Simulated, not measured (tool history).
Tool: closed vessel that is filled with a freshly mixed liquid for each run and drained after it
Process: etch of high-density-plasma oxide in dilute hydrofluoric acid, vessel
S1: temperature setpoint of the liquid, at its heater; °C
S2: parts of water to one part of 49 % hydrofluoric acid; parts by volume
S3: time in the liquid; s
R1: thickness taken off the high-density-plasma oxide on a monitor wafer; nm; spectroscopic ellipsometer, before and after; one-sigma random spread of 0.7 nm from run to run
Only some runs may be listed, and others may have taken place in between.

run	hour	S1	S2	S3	R1
1	0.0	21.0	120	1150	59.001
2	2.0	21.0	145	1150	47.345
3	4.6	22.5	130	1150	57.140
4	6.2	23.5	120	1150	64.835
5	10.5	23.5	120	1230	69.357
6	11.8	24.5	110	1230	79.934
7	14.4	25.5	105	1230	87.564
8	17.5	26.0	100	1230	95.099

Run 9, settings as shown, results not yet in. Your forecast:
9	19.9	26.5	95	1230	?

R1: 100.950 nm
